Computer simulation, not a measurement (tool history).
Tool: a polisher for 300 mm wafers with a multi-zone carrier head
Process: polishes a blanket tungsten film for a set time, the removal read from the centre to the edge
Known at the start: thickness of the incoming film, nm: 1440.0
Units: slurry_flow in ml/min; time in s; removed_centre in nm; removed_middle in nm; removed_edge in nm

run  hour  slurry_flow  centre_zone  middle_zone  edge_zone  slurry_solids  time  removed_centre  removed_middle  removed_edge
  1     0          225            1            1          1              1    77          334.23          333.42         332.1
  2   7.1          225            1            1       0.98           0.95    77          331.28          328.72        322.99
  3  10.6          225         1.08            1       0.98           0.95    77          354.15          325.34        320.98
  4  13.9          220         1.07            1       0.96            0.9    77          348.72          317.63        312.98
  5  17.9          220         1.06            1       0.95           0.85    77          333.92          315.65        304.19
  6  24.6          220         1.06            1       0.88           0.85    77          337.96          312.56        296.71

Run 7 comes next. What will it give?
  7  30.4          215         1.06            1       0.87            0.8    77               ?               ?             ?

removed_centre: 328.62 nm
removed_middle: 301.91 nm
removed_edge: 286.58 nm

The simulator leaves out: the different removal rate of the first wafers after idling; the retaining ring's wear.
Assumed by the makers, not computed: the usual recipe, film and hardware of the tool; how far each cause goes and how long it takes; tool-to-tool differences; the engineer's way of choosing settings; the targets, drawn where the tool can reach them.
